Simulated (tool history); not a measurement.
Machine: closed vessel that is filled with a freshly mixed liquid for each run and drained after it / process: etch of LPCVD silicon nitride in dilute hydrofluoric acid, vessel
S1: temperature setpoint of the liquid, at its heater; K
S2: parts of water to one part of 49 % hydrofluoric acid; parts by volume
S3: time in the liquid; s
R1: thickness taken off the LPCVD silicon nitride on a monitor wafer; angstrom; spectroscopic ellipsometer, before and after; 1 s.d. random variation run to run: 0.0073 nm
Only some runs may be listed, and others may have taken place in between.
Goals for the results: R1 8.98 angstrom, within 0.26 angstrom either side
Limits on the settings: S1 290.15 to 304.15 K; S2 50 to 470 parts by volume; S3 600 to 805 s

{"run": 1, "day": 0.0, "S1": 296.15, "S2": 260, "S3": 805, "R1": 14.745}
{"run": 2, "day": 0.175, "S1": 295.15, "S2": 265, "S3": 805, "R1": 13.695}
{"run": 3, "day": 0.242, "S1": 294.65, "S2": 270, "S3": 805, "R1": 12.99}
{"run": 4, "day": 0.446, "S1": 294.65, "S2": 355, "S3": 805, "R1": 9.9208}
{"day": 0.754, "done": "hydrofluoric acid flow meter replaced"}
{"run": 5, "day": 0.754, "S1": 293.65, "S2": 355, "S3": 805, "R1": 10.071}
{"run": 6, "day": 0.971, "S1": 293.65, "S2": 355, "S3": 600, "R1": 7.5741}
{"run": 7, "day": 1.346, "S1": 294.15, "S2": 355, "S3": 600, "R1": 8.0026}
{"run": 8, "day": 1.667, "S1": 294.65, "S2": 355, "S3": 600, "R1": 8.1369}
{"run": 9, "day": 1.742, "S1": 295.15, "S2": 355, "S3": 600, "R1": 8.3815}

Exactly one of the 4 candidate moves below puts every result within its allowed miss. Which one?
{"run": "A", "day": 1.817, "S1": 293.65, "S2": 375, "S3": 685, "R1": "?"}
{"run": "B", "day": 1.817, "S1": 293.15, "S2": 360, "S3": 770, "R1": "?"}
{"run": "C", "day": 1.817, "S1": 293.65, "S2": 350, "S3": 725, "R1": "?"}
{"run": "D", "day": 1.817, "S1": 292.15, "S2": 335, "S3": 740, "R1": "?"}

move=A R1=8.2839
move=B R1=9.3901
move=C R1=9.3727
move=D R1=9.0809
A: its largest miss is bigger than the last run's
B: the result that was furthest off in the last run now lies on the other side of its target
C: the result that was furthest off in the last run now lies on the other side of its target
D: every result lands within tolerance
Correct choice: D, which meets every target
